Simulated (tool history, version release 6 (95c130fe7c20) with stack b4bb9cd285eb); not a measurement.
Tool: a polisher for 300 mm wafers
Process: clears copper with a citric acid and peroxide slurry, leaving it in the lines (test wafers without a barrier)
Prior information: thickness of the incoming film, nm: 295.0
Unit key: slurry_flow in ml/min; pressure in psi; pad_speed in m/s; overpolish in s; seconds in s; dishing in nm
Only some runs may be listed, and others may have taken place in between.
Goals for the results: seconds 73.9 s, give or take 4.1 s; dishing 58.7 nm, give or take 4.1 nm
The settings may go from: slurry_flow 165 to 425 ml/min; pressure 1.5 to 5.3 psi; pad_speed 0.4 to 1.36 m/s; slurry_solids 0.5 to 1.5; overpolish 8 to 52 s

run,hour,slurry_flow,pressure,pad_speed,slurry_solids,overpolish,seconds,dishing
1,0,275,3.4,0.88,1,26,121.87,35.776
2,1,275,3.9,0.9,1,28,105.14,42.257
3,8.2,275,3.9,0.9,1,32,104.64,45.804
4,10.7,275,4.3,0.92,1,32,91.984,49.682
5,19.6,275,4.5,0.92,1,32,88.873,49.783
6,27.5,320,4.5,0.92,1,32,88.165,50.95
7,30,320,4.7,0.92,1,33,81.15,52.237
8,38.2,320,4.7,0.92,1,33,82.422,51.534
9,40.1,320,4.7,0.92,1,33,82.205,51.46
10,46.3,320,4.8,0.92,1,34,81.563,54.441
11,52.5,320,4.9,0.92,1,34,79.869,54.626
12,59.8,320,5,0.92,1,34,79.031,54.825

5 next moves are on the table. One of them brings every result within its allowed miss. Which?
A,67.1,305,4.4,1.1,1.05,39,?,?
B,67.1,310,4.6,0.86,1,30,?,?
C,67.1,315,4.7,1.04,0.95,29,?,?
D,67.1,340,4.8,1.14,1.1,38,?,?
E,67.1,375,5.3,1.02,1.05,21,?,?

move,seconds,dishing
A,73.785,57.201
B,90.859,47.42
C,74.746,51.23
D,64.021,59.743
E,65.051,47.316
A: all results land within tolerance of their targets
B: misses by more than the last run did
C: brings the result that was furthest off to its target, and leaves another outside
D: pushes the last run's worst result past its target
E: pushes the last run's worst result past its target
A meets every target.

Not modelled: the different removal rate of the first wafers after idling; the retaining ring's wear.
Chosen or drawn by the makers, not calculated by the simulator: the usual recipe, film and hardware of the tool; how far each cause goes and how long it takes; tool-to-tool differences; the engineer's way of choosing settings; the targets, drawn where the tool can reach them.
